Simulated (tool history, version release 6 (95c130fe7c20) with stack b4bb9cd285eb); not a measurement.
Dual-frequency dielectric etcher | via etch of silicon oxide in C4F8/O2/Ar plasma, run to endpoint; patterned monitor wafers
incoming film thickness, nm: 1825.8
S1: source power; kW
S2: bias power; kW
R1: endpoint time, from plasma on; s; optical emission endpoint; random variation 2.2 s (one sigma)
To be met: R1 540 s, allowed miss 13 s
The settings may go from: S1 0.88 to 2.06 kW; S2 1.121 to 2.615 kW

run  hour    S1     S2      R1
  1     0  1.47  1.868  425.31
  2   5.4  1.32  1.868  455.78
  3     8  1.54  1.868  409.35
  4  13.4  1.45  1.849   429.9
  5  20.9  1.65  1.849  395.24
  6  26.7  1.54  1.822  418.45
  7  29.2  1.45  1.804  433.15
  8  30.3  1.37  1.786  450.65
  9    34  1.31  1.772  466.99
 10  39.5  1.26  1.763  475.47
 11  41.1  1.22  1.754  494.36
 12  47.7  1.19   1.75  502.03
 13  50.4  1.17  1.747  508.97
 14  59.2  1.15  1.744  516.12
 15  67.5  1.14  1.742  520.27
 16  68.5  1.01  1.691  580.04
 17  73.3  1.03  1.693   565.6
 18  74.9  1.04  1.694  567.02
 19  81.7  1.05  1.695  554.49
 20  83.9  1.14  1.727  523.55
 21  89.6  1.13  1.726  522.12

4 next moves are on the table. One of them brings every result within its allowed miss. Which?
  A  95.3  1.16  1.771   ?
  B  95.3  1.03  1.544   ?
  C  95.3  1.12  1.559   ?
  D  95.3  1.06  1.557   ?

move      R1
   A  506.15
   B  582.85
   C  542.38
   D  567.31
A: further off than the last run
B: takes the result that was furthest off past its target
C: meets every target
D: takes the result that was furthest off past its target
Move C is the one to make.
